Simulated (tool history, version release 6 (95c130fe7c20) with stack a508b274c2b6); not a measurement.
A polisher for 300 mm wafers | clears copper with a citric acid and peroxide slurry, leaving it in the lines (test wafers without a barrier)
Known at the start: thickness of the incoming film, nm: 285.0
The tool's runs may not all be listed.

run	day	flow of slurry (ml/min)	pressure of the wafer on the pad (kPa)	speed of the pad under the wafer (m/s)	abrasive content of the slurry	overpolish time after the end point (s)	time until the end point was called (s)	dishing of a wide line in a test structure (nm)
1	0.000	275	13.8	1.28	1.00	22	132.33	33.245
2	0.354	275	14.5	1.28	1.00	23	123.80	37.137
3	0.579	275	15.2	1.28	1.00	24	122.51	39.252
4	0.858	275	15.2	1.28	1.15	24	116.43	39.210
5	1.121	275	15.9	1.28	1.15	25	109.49	43.025
6	1.229	275	15.9	1.28	1.15	32	110.62	50.881

Run 7 comes next. What will it give?
7	1.388	275	16.5	1.28	1.15	31	?	?

Run 7 gave time until the end point was called (s) 107.14, dishing of a wide line in a test structure (nm) 50.442.
